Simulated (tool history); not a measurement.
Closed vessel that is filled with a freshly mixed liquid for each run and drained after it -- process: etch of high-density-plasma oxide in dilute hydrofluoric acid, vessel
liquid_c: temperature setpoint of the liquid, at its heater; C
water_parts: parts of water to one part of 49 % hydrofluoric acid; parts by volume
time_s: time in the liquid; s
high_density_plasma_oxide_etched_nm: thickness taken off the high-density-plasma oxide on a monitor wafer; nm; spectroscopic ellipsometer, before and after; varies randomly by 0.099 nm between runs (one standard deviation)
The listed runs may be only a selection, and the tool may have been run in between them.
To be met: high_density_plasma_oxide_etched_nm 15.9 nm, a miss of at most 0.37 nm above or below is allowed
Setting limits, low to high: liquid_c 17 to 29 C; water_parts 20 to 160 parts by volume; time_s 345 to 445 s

run    day  liquid_c  water_parts  time_s  high_density_plasma_oxide_etched_nm
  1      0        21           90     445                               22.419
  2    0.3      20.5           95     445                               20.833
  3   0.35        23           95     445                               23.192
  4    0.6      25.5           95     445                               25.628
  5  0.683      25.5          120     445                               19.693
  6  1.008      24.5          120     445                               18.702
  7  1.158        24          120     445                               18.502
  8  1.292      23.5          120     445                               18.128
  9  1.367        23          120     445                               17.562
 10  1.542      22.5          120     445                                17.38
 11  1.767        22          120     445                               17.005
 12  1.808      21.5          120     445                               16.579
 13  1.975        21          120     445                               16.438

Which single option among these 5 for the next run brings every result within its allowed miss of target? Just one does.
  A  2.142      23.5          120     430                                    ?
  B  2.142      18.5          100     395                                    ?
  C  2.142        22          105     390                                    ?
  D  2.142        21          125     430                                    ?
  E  2.142        23          115     420                                    ?

move  high_density_plasma_oxide_etched_nm
   A                               17.579
   B                               16.191
   C                               17.471
   D                               15.197
   E                                17.67
A: misses by more than the last run did
B: hits every target within its allowed miss
C: misses by more than the last run did
D: pushes the last run's worst result past its target
E: misses by more than the last run did
Go with B: it meets all targets.
